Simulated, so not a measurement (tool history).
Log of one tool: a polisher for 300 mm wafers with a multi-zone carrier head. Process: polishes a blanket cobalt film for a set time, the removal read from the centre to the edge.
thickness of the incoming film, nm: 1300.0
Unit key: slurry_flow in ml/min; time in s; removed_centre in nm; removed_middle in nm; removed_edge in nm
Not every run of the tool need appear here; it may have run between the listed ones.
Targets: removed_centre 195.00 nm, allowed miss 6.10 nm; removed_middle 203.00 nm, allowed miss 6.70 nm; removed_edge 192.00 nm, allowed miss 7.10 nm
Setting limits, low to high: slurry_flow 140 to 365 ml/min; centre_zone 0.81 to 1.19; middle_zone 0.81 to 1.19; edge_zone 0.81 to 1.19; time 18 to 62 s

{"run": 1, "hour": 0.0, "slurry_flow": 235, "centre_zone": 1.0, "middle_zone": 1.0, "edge_zone": 1.0, "time": 40, "removed_centre": 135.98, "removed_middle": 134.12, "removed_edge": 135.42}
{"run": 2, "hour": 8.6, "slurry_flow": 240, "centre_zone": 1.01, "middle_zone": 1.02, "edge_zone": 1.02, "time": 41, "removed_centre": 141.76, "removed_middle": 139.57, "removed_edge": 140.54}
{"run": 3, "hour": 16.2, "slurry_flow": 285, "centre_zone": 1.01, "middle_zone": 1.02, "edge_zone": 1.02, "time": 41, "removed_centre": 143.89, "removed_middle": 142.89, "removed_edge": 147.65}
{"run": 4, "hour": 17.9, "slurry_flow": 290, "centre_zone": 1.02, "middle_zone": 1.04, "edge_zone": 1.02, "time": 42, "removed_centre": 150.33, "removed_middle": 147.23, "removed_edge": 146.65}
{"run": 5, "hour": 20.0, "slurry_flow": 290, "centre_zone": 1.02, "middle_zone": 1.04, "edge_zone": 1.02, "time": 49, "removed_centre": 173.14, "removed_middle": 172.66, "removed_edge": 171.69}
{"run": 6, "hour": 26.9, "slurry_flow": 290, "centre_zone": 1.02, "middle_zone": 0.99, "edge_zone": 1.02, "time": 49, "removed_centre": 172.79, "removed_middle": 166.32, "removed_edge": 169.03}
{"run": 7, "hour": 33.1, "slurry_flow": 295, "centre_zone": 1.02, "middle_zone": 1.01, "edge_zone": 1.03, "time": 49, "removed_centre": 174.43, "removed_middle": 171.74, "removed_edge": 173.5}
{"run": 8, "hour": 38.1, "slurry_flow": 300, "centre_zone": 1.03, "middle_zone": 1.03, "edge_zone": 1.04, "time": 49, "removed_centre": 177.4, "removed_middle": 169.13, "removed_edge": 177.93}
{"run": 9, "hour": 44.1, "slurry_flow": 300, "centre_zone": 1.03, "middle_zone": 1.05, "edge_zone": 1.04, "time": 49, "removed_centre": 177.17, "removed_middle": 175.38, "removed_edge": 172.85}

Which single option among these 5 for the next run brings every result within its allowed miss of target? Just one does.
{"run": "A", "hour": 50.1, "slurry_flow": 365, "centre_zone": 0.81, "middle_zone": 0.99, "edge_zone": 0.97, "time": 56, "removed_centre": "?", "removed_middle": "?", "removed_edge": "?"}
{"run": "B", "hour": 50.1, "slurry_flow": 315, "centre_zone": 1.0, "middle_zone": 1.09, "edge_zone": 0.98, "time": 55, "removed_centre": "?", "removed_middle": "?", "removed_edge": "?"}
{"run": "C", "hour": 50.1, "slurry_flow": 290, "centre_zone": 1.09, "middle_zone": 0.95, "edge_zone": 1.06, "time": 43, "removed_centre": "?", "removed_middle": "?", "removed_edge": "?"}
{"run": "D", "hour": 50.1, "slurry_flow": 330, "centre_zone": 0.95, "middle_zone": 1.0, "edge_zone": 1.12, "time": 54, "removed_centre": "?", "removed_middle": "?", "removed_edge": "?"}
{"run": "E", "hour": 50.1, "slurry_flow": 365, "centre_zone": 1.14, "middle_zone": 0.96, "edge_zone": 1.15, "time": 49, "removed_centre": "?", "removed_middle": "?", "removed_edge": "?"}

move=A removed_centre=163.26 removed_middle=196.21 removed_edge=195.12
move=B removed_centre=195.55 removed_middle=201.44 removed_edge=190.44
move=C removed_centre=165.09 removed_middle=143.64 removed_edge=153.90
move=D removed_centre=183.12 removed_middle=188.49 removed_edge=200.58
move=E removed_centre=201.57 removed_middle=168.24 removed_edge=185.83
A: the biggest miss grows against the last run
B: every result lands within tolerance
C: the biggest miss grows against the last run
D: better than the last run, though not everything is in spec
E: the biggest miss grows against the last run
Answer: B
